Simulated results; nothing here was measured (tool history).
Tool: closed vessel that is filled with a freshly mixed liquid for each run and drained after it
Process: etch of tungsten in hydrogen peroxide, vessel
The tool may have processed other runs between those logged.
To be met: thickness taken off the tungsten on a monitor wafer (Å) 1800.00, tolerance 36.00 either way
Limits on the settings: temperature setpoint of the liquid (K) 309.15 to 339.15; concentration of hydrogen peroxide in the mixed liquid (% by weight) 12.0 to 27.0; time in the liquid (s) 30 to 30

run,day,temperature setpoint of the liquid (K),concentration of hydrogen peroxide in the mixed liquid (% by weight),time in the liquid (s),thickness taken off the tungsten on a monitor wafer (Å)
1,0.000,325.15,18.0,30,810.10
2,0.321,330.65,18.0,30,1123.60
3,0.429,324.15,18.0,30,759.60
4,0.483,331.15,18.0,30,1145.40
5,0.738,332.65,18.0,30,1256.10
6,1.071,327.65,18.0,30,946.22
7,1.192,329.65,18.0,30,1061.60
8,1.496,337.65,18.0,30,1665.50

Exactly one of the 4 candidate moves below puts every result within its allowed miss. Which one?
A,1.800,334.65,22.0,30,?
B,1.800,334.65,21.5,30,?
C,1.800,336.65,17.5,30,?
D,1.800,335.65,26.5,30,?

move,thickness taken off the tungsten on a monitor wafer (Å)
A,1564.30
B,1546.50
C,1562.60
D,1817.30
A: misses by more than the last run did
B: misses by more than the last run did
C: misses by more than the last run did
D: all results land within tolerance of their targets
Move D is the one to make.

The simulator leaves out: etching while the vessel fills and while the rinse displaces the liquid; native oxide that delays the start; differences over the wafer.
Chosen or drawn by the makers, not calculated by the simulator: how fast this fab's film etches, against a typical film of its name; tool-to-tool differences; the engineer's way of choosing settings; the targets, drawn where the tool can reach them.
